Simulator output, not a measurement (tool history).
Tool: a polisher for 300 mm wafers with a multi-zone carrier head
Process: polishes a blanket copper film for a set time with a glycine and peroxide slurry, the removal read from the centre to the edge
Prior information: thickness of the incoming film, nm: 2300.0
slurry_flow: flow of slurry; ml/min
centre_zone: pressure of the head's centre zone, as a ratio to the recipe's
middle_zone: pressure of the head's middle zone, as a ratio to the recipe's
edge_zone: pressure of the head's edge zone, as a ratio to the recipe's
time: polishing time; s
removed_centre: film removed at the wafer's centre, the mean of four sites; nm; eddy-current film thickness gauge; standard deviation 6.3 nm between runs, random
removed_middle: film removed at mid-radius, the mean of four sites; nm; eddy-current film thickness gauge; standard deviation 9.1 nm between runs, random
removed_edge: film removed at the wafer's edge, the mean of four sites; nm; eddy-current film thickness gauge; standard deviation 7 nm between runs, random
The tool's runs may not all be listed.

run	hour	slurry_flow	centre_zone	middle_zone	edge_zone	time	removed_centre	removed_middle	removed_edge
1	0	200	1	1	1	77	502.49	486.75	489.74
2	3.1	200	1	0.99	1.02	80	511.21	485.52	514.42
3	5.7	200	1	0.99	0.96	80	514.54	498.42	503.34
4	6.4	200	1	0.98	0.98	84	541.69	530	538.58
5	8.4	205	1	0.97	1	86	553.01	542.68	551.58
6	11.4	205	1	0.91	1	86	544.77	491.62	551.64
7	17.9	205	1	0.91	1.02	89	566.84	520.23	573.11

Run 8 has not been measured yet. What should we expect?
8	23	205	1	0.9	1.04	92	?	?	?

Logged for run 8: removed_centre 594.57 nm, removed_middle 540.17 nm, removed_edge 609.32 nm.
